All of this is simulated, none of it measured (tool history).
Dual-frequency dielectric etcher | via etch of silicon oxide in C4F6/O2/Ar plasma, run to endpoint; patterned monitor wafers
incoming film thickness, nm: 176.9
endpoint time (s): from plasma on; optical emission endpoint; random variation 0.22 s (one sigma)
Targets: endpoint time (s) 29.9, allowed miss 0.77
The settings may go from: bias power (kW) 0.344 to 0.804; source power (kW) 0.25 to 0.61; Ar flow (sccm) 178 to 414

run	hour	bias power (kW)	source power (kW)	Ar flow (sccm)	endpoint time (s)
1	0	0.574	0.43	296	34.116
2	4.7	0.589	0.43	295	33.959
3	8.4	0.589	0.43	343	34.151
4	13.6	0.605	0.43	343	33.899
5	20.3	0.605	0.43	319	33.914
6	21.5	0.605	0.43	291	33.229
7	29.4	0.616	0.43	291	33.279
8	37.9	0.629	0.43	291	32.702

5 next moves are on the table. One of them brings every result within its allowed miss. Which?
A	46.4	0.524	0.39	267	?
B	46.4	0.689	0.32	397	?
C	46.4	0.52	0.4	344	?
D	46.4	0.584	0.39	293	?
E	46.4	0.758	0.43	256	?

move	endpoint time (s)
A	36.098
B	37.586
C	37.011
D	35.209
E	30.248
A: further off than the last run
B: further off than the last run
C: further off than the last run
D: further off than the last run
E: meets every target
Answer: E

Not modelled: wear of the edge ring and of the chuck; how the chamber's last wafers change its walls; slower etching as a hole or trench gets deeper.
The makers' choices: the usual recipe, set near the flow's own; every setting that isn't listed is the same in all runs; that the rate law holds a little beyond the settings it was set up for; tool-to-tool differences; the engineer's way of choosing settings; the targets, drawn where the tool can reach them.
